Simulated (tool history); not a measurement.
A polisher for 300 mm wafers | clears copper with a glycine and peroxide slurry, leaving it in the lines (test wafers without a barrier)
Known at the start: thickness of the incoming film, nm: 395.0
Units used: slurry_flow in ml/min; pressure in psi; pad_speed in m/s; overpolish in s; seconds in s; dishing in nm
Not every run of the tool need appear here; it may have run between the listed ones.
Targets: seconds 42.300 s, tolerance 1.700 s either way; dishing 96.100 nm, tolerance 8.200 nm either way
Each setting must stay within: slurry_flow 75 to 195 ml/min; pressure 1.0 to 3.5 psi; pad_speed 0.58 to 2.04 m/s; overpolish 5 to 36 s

{"run": 1, "hour": 0.0, "slurry_flow": 125, "pressure": 2.2, "pad_speed": 1.3, "overpolish": 18, "seconds": 70.715, "dishing": 56.71}
{"run": 2, "hour": 1.8, "slurry_flow": 100, "pressure": 2.2, "pad_speed": 1.3, "overpolish": 18, "seconds": 72.233, "dishing": 54.688}
{"run": 3, "hour": 6.1, "slurry_flow": 100, "pressure": 2.5, "pad_speed": 1.32, "overpolish": 19, "seconds": 65.579, "dishing": 63.233}
{"run": 4, "hour": 15.2, "slurry_flow": 100, "pressure": 2.5, "pad_speed": 1.44, "overpolish": 19, "seconds": 59.651, "dishing": 67.727}
{"run": 5, "hour": 21.5, "slurry_flow": 100, "pressure": 2.1, "pad_speed": 1.44, "overpolish": 19, "seconds": 69.043, "dishing": 58.498}
{"run": 6, "hour": 29.0, "slurry_flow": 105, "pressure": 2.3, "pad_speed": 1.44, "overpolish": 19, "seconds": 62.553, "dishing": 59.874}
{"run": 7, "hour": 37.9, "slurry_flow": 110, "pressure": 2.5, "pad_speed": 1.44, "overpolish": 20, "seconds": 57.97, "dishing": 65.764}
{"run": 8, "hour": 45.6, "slurry_flow": 115, "pressure": 2.6, "pad_speed": 1.44, "overpolish": 21, "seconds": 56.022, "dishing": 71.274}
{"run": 9, "hour": 50.2, "slurry_flow": 120, "pressure": 2.7, "pad_speed": 1.44, "overpolish": 22, "seconds": 53.367, "dishing": 72.989}
{"run": 10, "hour": 57.4, "slurry_flow": 125, "pressure": 2.8, "pad_speed": 1.44, "overpolish": 23, "seconds": 51.845, "dishing": 76.066}
{"run": 11, "hour": 66.4, "slurry_flow": 125, "pressure": 2.9, "pad_speed": 1.44, "overpolish": 24, "seconds": 50.213, "dishing": 81.087}
{"run": 12, "hour": 68.6, "slurry_flow": 130, "pressure": 3.0, "pad_speed": 1.44, "overpolish": 25, "seconds": 48.178, "dishing": 84.117}

Pick the move, out of 5, that brings all results within their allowed miss; only one does.
{"run": "A", "hour": 70.8, "slurry_flow": 155, "pressure": 3.2, "pad_speed": 1.74, "overpolish": 25, "seconds": "?", "dishing": "?"}
{"run": "B", "hour": 70.8, "slurry_flow": 125, "pressure": 3.4, "pad_speed": 1.72, "overpolish": 27, "seconds": "?", "dishing": "?"}
{"run": "C", "hour": 70.8, "slurry_flow": 140, "pressure": 3.1, "pad_speed": 1.6, "overpolish": 29, "seconds": "?", "dishing": "?"}
{"run": "D", "hour": 70.8, "slurry_flow": 130, "pressure": 3.3, "pad_speed": 1.7, "overpolish": 26, "seconds": "?", "dishing": "?"}
{"run": "E", "hour": 70.8, "slurry_flow": 130, "pressure": 3.2, "pad_speed": 1.24, "overpolish": 22, "seconds": "?", "dishing": "?"}

move=A seconds=37.854 dishing=92.718
move=B seconds=37.409 dishing=96.020
move=C seconds=42.632 dishing=93.755
move=D seconds=38.603 dishing=93.735
move=E seconds=52.502 dishing=77.665
A: takes the result that was furthest off past its target
B: takes the result that was furthest off past its target
C: hits every target within its allowed miss
D: takes the result that was furthest off past its target
E: lands further from the targets than the last run did
The move that meets every target is C.
